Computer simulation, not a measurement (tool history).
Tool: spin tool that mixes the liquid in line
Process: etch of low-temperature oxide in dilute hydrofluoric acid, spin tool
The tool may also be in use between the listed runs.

run,hour,temperature setpoint of the liquid (K),parts of water to one part of 49 % hydrofluoric acid (parts by volume),time under the liquid (s),thickness taken off the low-temperature oxide on a monitor wafer (nm)
1,0,295.15,205,70,8.1204
2,2.3,293.65,205,70,7.7576
3,8,295.15,190,70,8.9543
4,13,295.15,190,70,8.9761
5,21.9,298.15,190,70,9.9543
6,29.7,298.15,160,70,12.276
7,36.1,299.15,155,70,13.281
8,40.3,299.65,155,70,13.634
9,49,300.15,155,70,13.732

Predict the results of run 10:
# hour 52.3: thermometer replaced
10,52.3,300.65,155,70,?

{"run 10": {"thickness taken off the low-temperature oxide on a monitor wafer (nm)": 13.34}}
